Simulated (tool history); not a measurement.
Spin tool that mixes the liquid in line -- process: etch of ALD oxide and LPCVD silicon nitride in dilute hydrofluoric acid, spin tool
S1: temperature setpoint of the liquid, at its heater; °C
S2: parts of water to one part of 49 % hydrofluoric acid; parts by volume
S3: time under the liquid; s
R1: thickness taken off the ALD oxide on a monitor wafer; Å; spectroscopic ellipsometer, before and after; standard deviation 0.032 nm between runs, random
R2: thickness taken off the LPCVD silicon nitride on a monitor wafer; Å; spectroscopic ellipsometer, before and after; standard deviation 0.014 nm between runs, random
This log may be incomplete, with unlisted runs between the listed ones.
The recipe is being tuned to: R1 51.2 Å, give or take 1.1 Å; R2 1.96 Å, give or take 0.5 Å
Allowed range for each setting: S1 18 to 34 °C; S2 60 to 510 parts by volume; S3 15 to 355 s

run  hour    S1   S2   S3      R1      R2
  1     0    26  285  180   112.5   4.223
  2   6.8    28  285  180  120.14  4.7065
  3  10.8  26.5  285  180  113.98   3.726
  4  11.7  26.5  335  180  92.317  3.4142
  5  18.3  26.5  270  180  122.39   4.531
  6  26.3  26.5  270  245  166.01  5.7147
  7  28.6  25.5  305  245  137.12  4.8892
  8  34.4  24.5  335  245  118.19   4.167
  9  38.5  23.5  360  245  103.07  3.8009
 10  44.6  22.5  380  245  92.918  2.8954
 11  50.6  22.5  400  245  86.497  3.6025
 12  53.9  21.5  415  245  80.044  3.2072
 13  57.5    21  430  245  75.218  2.9067

Exactly one of the 4 candidate moves below puts every result within its allowed miss. Which one?
  A  61.1    21  480  165   ?   ?
  B  61.1    18  375  320   ?   ?
  C  61.1  20.5  500  210   ?   ?
  D  61.1    21  495  250   ?   ?

move      R1      R2
   A  43.453  1.5972
   B  105.82  3.2626
   C  51.408  1.8966
   D  63.087  2.3489
A: carries the result that was furthest off beyond its target, to the other side
B: its largest miss is bigger than the last run's
C: all results land within tolerance of their targets
D: an improvement on the last run, though not all results are within tolerance
Go with C: it meets all targets.

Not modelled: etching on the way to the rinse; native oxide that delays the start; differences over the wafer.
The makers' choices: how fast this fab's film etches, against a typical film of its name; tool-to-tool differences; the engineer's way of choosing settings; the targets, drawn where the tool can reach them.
